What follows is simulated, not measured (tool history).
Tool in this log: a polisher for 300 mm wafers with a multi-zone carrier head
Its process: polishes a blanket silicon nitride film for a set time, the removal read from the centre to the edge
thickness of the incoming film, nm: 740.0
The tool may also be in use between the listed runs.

run,hour,flow of slurry (ml/min),pressure of the head's centre zone,pressure of the head's middle zone,pressure of the head's edge zone,polishing time (s),film removed at the wafer's centre (angstrom),film removed at mid-radius (angstrom),film removed at the wafer's edge (angstrom)
1,0,185,1,1,1,36,1027.7,1084.5,1025.5
2,6.5,185,1,1,1.08,36,1046.6,1060.1,1059.9
3,15.1,185,1,1.08,1.08,36,1027.5,1175.1,1040.4
4,22.2,185,1,1.03,1.08,36,1018.6,1087.8,1059
5,26.4,210,1,1.03,1.08,36,1069,1133.5,1088.2
6,32.7,210,1,1.03,1.08,43,1259,1299.5,1288.4
7,39.8,210,1,1.03,1.08,43,1279.9,1347.5,1282.6
8,43.8,195,1.01,1,1.06,39,1172.6,1196.5,1137.5
9,47.5,185,1.01,0.97,1.05,36,1062.4,1073,1039.2
10,55.8,175,1.01,0.95,1.05,33,969.71,906.96,962.66
11,57.5,195,1.01,0.93,0.95,23,689.44,647.33,648.54
12,58.8,150,1.03,0.83,0.94,20,579.64,497.73,537.64
13,60.8,155,1.03,0.83,0.95,20,572.76,505.07,543.88

For run 14, what comes out?
14,64.1,160,1.04,0.83,0.96,20,?,?,?

film removed at the wafer's centre (angstrom): 587.69
film removed at mid-radius (angstrom): 505.79
film removed at the wafer's edge (angstrom): 550.83

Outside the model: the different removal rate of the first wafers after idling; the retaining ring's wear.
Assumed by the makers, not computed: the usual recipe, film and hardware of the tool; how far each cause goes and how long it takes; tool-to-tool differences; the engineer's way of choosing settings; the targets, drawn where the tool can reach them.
